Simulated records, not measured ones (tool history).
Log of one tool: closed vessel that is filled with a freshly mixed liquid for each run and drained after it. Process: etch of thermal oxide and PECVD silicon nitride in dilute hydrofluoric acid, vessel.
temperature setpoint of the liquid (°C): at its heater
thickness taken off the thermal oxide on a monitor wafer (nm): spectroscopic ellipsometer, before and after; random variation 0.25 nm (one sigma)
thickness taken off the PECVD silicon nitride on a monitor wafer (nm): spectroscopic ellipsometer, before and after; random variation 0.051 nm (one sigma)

run	hour	temperature setpoint of the liquid (°C)	parts of water to one part of 49 % hydrofluoric acid (parts by volume)	time in the liquid (s)	thickness taken off the thermal oxide on a monitor wafer (nm)	thickness taken off the PECVD silicon nitride on a monitor wafer (nm)
1	0	21	175	870	23.402	12.971
2	7.9	22	175	870	25.106	13.887
3	9.9	22	120	870	38.093	20.209
4	17	25	120	870	42.532	24.563
5	23.9	25	120	1135	55.276	31.797
6	28.8	25	145	1135	44.54	26.446
7	30.8	24.5	165	1165	38.428	23.134
8	39.2	24	180	1190	35.104	20.914

Forecast run 9:
9	46.3	24	190	1205	?	?

thickness taken off the thermal oxide on a monitor wafer (nm): 33.318
thickness taken off the PECVD silicon nitride on a monitor wafer (nm): 20.158
